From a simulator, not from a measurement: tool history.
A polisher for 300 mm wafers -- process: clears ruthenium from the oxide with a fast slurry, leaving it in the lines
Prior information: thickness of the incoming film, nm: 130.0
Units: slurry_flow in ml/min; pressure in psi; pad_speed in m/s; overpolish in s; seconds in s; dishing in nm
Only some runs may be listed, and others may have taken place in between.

run,hour,slurry_flow,pressure,pad_speed,slurry_solids,overpolish,seconds,dishing
1,0,145,2.9,0.82,1,17,29.633,48.655
2,7.7,145,3.5,0.82,1,17,24.629,57.82
3,10,140,3.4,0.82,1,18,25.587,59.582
4,14.8,165,3.4,0.82,1,18,24.962,60.575
5,20.7,165,3.4,0.82,0.9,18,25.492,58.716
6,21.7,160,3.3,0.82,0.9,19,26.532,58.787
7,25.7,155,3.2,0.82,0.9,20,27.578,61.231
8,28,150,3.1,0.82,0.9,21,28.446,60.294
9,28.6,120,2.7,0.8,0.9,29,34.385,64.994
10,32.7,125,2.7,0.8,0.9,29,34.555,66.742

Predict the results of run 11:
11,37.3,130,2.7,0.8,0.9,29,?,?

{"run 11": {"seconds": 34.551, "dishing": 70.589}}
